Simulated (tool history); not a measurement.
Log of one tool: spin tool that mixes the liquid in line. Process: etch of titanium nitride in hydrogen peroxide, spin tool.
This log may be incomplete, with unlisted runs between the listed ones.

run  hour  temperature setpoint of the liquid (K)  concentration of hydrogen peroxide in the mixed liquid (% by weight)  time under the liquid (s)  thickness taken off the titanium nitride on a monitor wafer (Å)
  1   0.0                                  327.15                                                                  19.5                        280                                                           184.00
  2   3.3                                  324.15                                                                  19.5                        280                                                           149.40
  3   7.4                                  324.15                                                                  19.5                        280                                                           148.93
  4   8.7                                  324.15                                                                  18.0                        280                                                           146.96
  5  13.5                                  324.15                                                                  18.0                        305                                                           161.05
  6  14.2                                  321.65                                                                  18.0                        305                                                           132.24
  7  21.5                                  320.15                                                                  18.0                        305                                                           118.74

Forecast run 8:
  8  28.3                                  319.15                                                                  18.0                        305                                                                ?

thickness taken off the titanium nitride on a monitor wafer (Å): 110.02
